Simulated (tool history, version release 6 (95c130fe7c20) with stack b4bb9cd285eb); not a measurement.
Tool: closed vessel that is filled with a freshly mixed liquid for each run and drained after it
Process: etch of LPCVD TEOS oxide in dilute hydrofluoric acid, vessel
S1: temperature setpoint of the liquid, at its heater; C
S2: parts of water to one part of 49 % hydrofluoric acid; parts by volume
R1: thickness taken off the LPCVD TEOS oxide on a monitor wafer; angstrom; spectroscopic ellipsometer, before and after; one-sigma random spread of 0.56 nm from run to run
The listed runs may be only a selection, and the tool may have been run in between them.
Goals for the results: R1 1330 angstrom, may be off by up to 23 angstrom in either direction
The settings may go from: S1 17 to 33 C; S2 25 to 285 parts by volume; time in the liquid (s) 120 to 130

Run 1, day 0: S1 25 C, S2 155 parts by volume, time in the liquid (s) 120. Result: R1 409.52 angstrom.
Run 2, day 0.271: S1 27.5 C, S2 115 parts by volume, time in the liquid (s) 120. Result: R1 632.81 angstrom.
Run 3, day 0.488: S1 29.5 C, S2 95 parts by volume, time in the liquid (s) 120. Result: R1 847.66 angstrom.
Run 4, day 0.554: S1 29.5 C, S2 140 parts by volume, time in the liquid (s) 120. Result: R1 542.54 angstrom.
Run 5, day 0.667: S1 29.5 C, S2 165 parts by volume, time in the liquid (s) 120. Result: R1 444.59 angstrom.
Run 6, day 0.742: S1 30.5 C, S2 130 parts by volume, time in the liquid (s) 120. Result: R1 608.82 angstrom.
Run 7, day 0.775: S1 31.5 C, S2 105 parts by volume, time in the liquid (s) 120. Result: R1 812.97 angstrom.
Run 8, day 0.975: S1 33 C, S2 50 parts by volume, time in the liquid (s) 120. Result: R1 1970.6 angstrom.
Run 9, day 1.25: S1 31 C, S2 50 parts by volume, time in the liquid (s) 120. Result: R1 1831.2 angstrom.
Run 10, day 1.475: S1 27 C, S2 50 parts by volume, time in the liquid (s) 120. Result: R1 1559.5 angstrom.
Run 11, day 1.754: S1 25.5 C, S2 50 parts by volume, time in the liquid (s) 120. Result: R1 1467.3 angstrom.
Run 12, day 1.975: S1 22.5 C, S2 50 parts by volume, time in the liquid (s) 120. Result: R1 1291.4 angstrom.

Which single option among these 4 for the next run brings every result within its allowed miss of target? Just one does.
Run A, day 2.196: S1 26 C, S2 60 parts by volume, time in the liquid (s) 130. Result: R1 ?.
Run B, day 2.196: S1 25.5 C, S2 60 parts by volume, time in the liquid (s) 125. Result: R1 ?.
Run C, day 2.196: S1 20 C, S2 50 parts by volume, time in the liquid (s) 130. Result: R1 ?.
Run D, day 2.196: S1 20.5 C, S2 50 parts by volume, time in the liquid (s) 125. Result: R1 ?.

move      R1
   A  1335.5
   B  1258.6
   C  1266.9
   D  1244.3
A: meets every target
B: moves away from the targets compared with the last run
C: moves away from the targets compared with the last run
D: moves away from the targets compared with the last run
The right move is A.
